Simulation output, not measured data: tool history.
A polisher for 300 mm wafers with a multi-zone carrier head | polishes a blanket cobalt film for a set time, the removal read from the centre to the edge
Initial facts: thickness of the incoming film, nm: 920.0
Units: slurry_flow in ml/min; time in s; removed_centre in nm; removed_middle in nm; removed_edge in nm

Run 1, hour 0: slurry_flow 205 ml/min, centre_zone 1, middle_zone 1, edge_zone 1, time 50 s. Result: removed_centre 290.87 nm, removed_middle 277.77 nm, removed_edge 277.94 nm.
Run 2, hour 4.8: slurry_flow 205 ml/min, centre_zone 0.99, middle_zone 1, edge_zone 0.98, time 47 s. Result: removed_centre 270.27 nm, removed_middle 267.11 nm, removed_edge 266.43 nm.
Run 3, hour 11.4: slurry_flow 195 ml/min, centre_zone 0.99, middle_zone 1, edge_zone 0.96, time 44 s. Result: removed_centre 250.16 nm, removed_middle 243.41 nm, removed_edge 241.09 nm.
Run 4, hour 18.4: slurry_flow 175 ml/min, centre_zone 0.99, middle_zone 1, edge_zone 0.96, time 44 s. Result: removed_centre 247.9 nm, removed_middle 236.12 nm, removed_edge 238.41 nm.
Run 5, hour 24.4: slurry_flow 175 ml/min, centre_zone 0.98, middle_zone 1.01, edge_zone 0.95, time 42 s. Result: removed_centre 232.65 nm, removed_middle 227.63 nm, removed_edge 227.15 nm.
Run 6, hour 30.7: slurry_flow 200 ml/min, centre_zone 0.98, middle_zone 1.01, edge_zone 0.95, time 42 s. Result: removed_centre 236.63 nm, removed_middle 236.06 nm, removed_edge 229.75 nm.

Run 7 comes next. What will it give?
Run 7, hour 38.5: slurry_flow 200 ml/min, centre_zone 0.97, middle_zone 1.01, edge_zone 0.94, time 40 s. Result: removed_centre ?, removed_middle ?, removed_edge ?.

For run 7 the tool returned removed_centre 223.17 nm, removed_middle 220.59 nm, removed_edge 222.73 nm.
